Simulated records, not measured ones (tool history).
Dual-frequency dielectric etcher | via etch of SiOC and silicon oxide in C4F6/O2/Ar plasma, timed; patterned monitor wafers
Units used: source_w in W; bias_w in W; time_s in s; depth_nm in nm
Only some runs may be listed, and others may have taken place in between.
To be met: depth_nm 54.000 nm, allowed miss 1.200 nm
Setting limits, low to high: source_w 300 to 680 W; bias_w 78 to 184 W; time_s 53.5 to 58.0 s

Run 1, hour 0.0: source_w 490 W, bias_w 131 W, time_s 58.0 s. Result: depth_nm 68.579 nm.
Run 2, hour 3.1: source_w 490 W, bias_w 131 W, time_s 58.0 s. Result: depth_nm 69.046 nm.
Run 3, hour 6.1: source_w 450 W, bias_w 120 W, time_s 57.0 s. Result: depth_nm 62.880 nm.
Run 4, hour 11.7: source_w 450 W, bias_w 134 W, time_s 57.0 s. Result: depth_nm 65.086 nm.
Run 5, hour 16.8: source_w 450 W, bias_w 134 W, time_s 53.5 s. Result: depth_nm 61.167 nm.
Run 6, hour 25.3: source_w 420 W, bias_w 133 W, time_s 53.5 s. Result: depth_nm 58.386 nm.
Run 7, hour 32.6: source_w 410 W, bias_w 132 W, time_s 53.5 s. Result: depth_nm 57.913 nm.
Run 8, hour 36.6: source_w 400 W, bias_w 131 W, time_s 53.5 s. Result: depth_nm 56.702 nm.
Run 9, hour 40.3: source_w 390 W, bias_w 131 W, time_s 53.5 s. Result: depth_nm 56.242 nm.
Run 10, hour 44.9: source_w 390 W, bias_w 131 W, time_s 53.5 s. Result: depth_nm 56.119 nm.
Run 11, hour 52.6: source_w 340 W, bias_w 127 W, time_s 53.5 s. Result: depth_nm 51.110 nm.
Run 12, hour 55.7: source_w 350 W, bias_w 127 W, time_s 53.5 s. Result: depth_nm 51.991 nm.

5 next moves are on the table. One of them brings every result within its allowed miss. Which?
Run A, hour 58.8: source_w 420 W, bias_w 97 W, time_s 57.0 s. Result: depth_nm ?.
Run B, hour 58.8: source_w 330 W, bias_w 131 W, time_s 53.5 s. Result: depth_nm ?.
Run C, hour 58.8: source_w 340 W, bias_w 132 W, time_s 53.5 s. Result: depth_nm ?.
Run D, hour 58.8: source_w 370 W, bias_w 128 W, time_s 53.5 s. Result: depth_nm ?.
Run E, hour 58.8: source_w 400 W, bias_w 117 W, time_s 55.0 s. Result: depth_nm ?.

move  depth_nm
   A    56.351
   B    50.689
   C    51.768
   D    53.888
   E    56.232
A: carries the result that was furthest off beyond its target, to the other side
B: further off than the last run
C: further off than the last run
D: hits every target within its allowed miss
E: carries the result that was furthest off beyond its target, to the other side
Move D is the one to make.
